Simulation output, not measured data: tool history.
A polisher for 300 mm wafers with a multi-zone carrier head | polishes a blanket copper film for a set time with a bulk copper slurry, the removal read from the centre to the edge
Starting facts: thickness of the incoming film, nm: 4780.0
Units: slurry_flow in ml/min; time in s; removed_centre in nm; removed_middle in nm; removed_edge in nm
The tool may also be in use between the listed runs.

{"run": 1, "day": 0.0, "slurry_flow": 295, "centre_zone": 1.0, "middle_zone": 1.0, "edge_zone": 1.0, "slurry_solids": 1.0, "time": 48, "removed_centre": 403.43, "removed_middle": 405.19, "removed_edge": 423.62}
{"run": 2, "day": 0.288, "slurry_flow": 295, "centre_zone": 0.92, "middle_zone": 1.0, "edge_zone": 1.0, "slurry_solids": 1.0, "time": 48, "removed_centre": 371.78, "removed_middle": 408.84, "removed_edge": 437.42}
{"run": 3, "day": 0.617, "slurry_flow": 295, "centre_zone": 0.92, "middle_zone": 1.0, "edge_zone": 1.0, "slurry_solids": 1.0, "time": 41, "removed_centre": 318.91, "removed_middle": 342.39, "removed_edge": 369.63}
{"run": 4, "day": 0.708, "slurry_flow": 295, "centre_zone": 0.92, "middle_zone": 1.0, "edge_zone": 1.07, "slurry_solids": 1.0, "time": 41, "removed_centre": 320.69, "removed_middle": 347.94, "removed_edge": 389.08}
{"run": 5, "day": 0.921, "slurry_flow": 295, "centre_zone": 0.92, "middle_zone": 1.0, "edge_zone": 1.07, "slurry_solids": 0.9, "time": 41, "removed_centre": 303.37, "removed_middle": 335.69, "removed_edge": 368.9}
{"run": 6, "day": 0.954, "slurry_flow": 295, "centre_zone": 0.86, "middle_zone": 1.0, "edge_zone": 1.07, "slurry_solids": 0.9, "time": 41, "removed_centre": 283.19, "removed_middle": 337.22, "removed_edge": 368.83}
{"day": 1.046, "done": "edge zone pressure recalibrated"}
{"run": 7, "day": 1.046, "slurry_flow": 345, "centre_zone": 0.96, "middle_zone": 1.07, "edge_zone": 0.97, "slurry_solids": 0.65, "time": 27, "removed_centre": 189.72, "removed_middle": 210.0, "removed_edge": 195.84}

What does the tool deliver on the next run?
{"run": 8, "day": 1.079, "slurry_flow": 350, "centre_zone": 1.01, "middle_zone": 1.09, "edge_zone": 1.0, "slurry_solids": 0.7, "time": 27, "removed_centre": "?", "removed_middle": "?", "removed_edge": "?"}

Logged for run 8: removed_centre 207.91 nm, removed_middle 214.09 nm, removed_edge 208.98 nm.
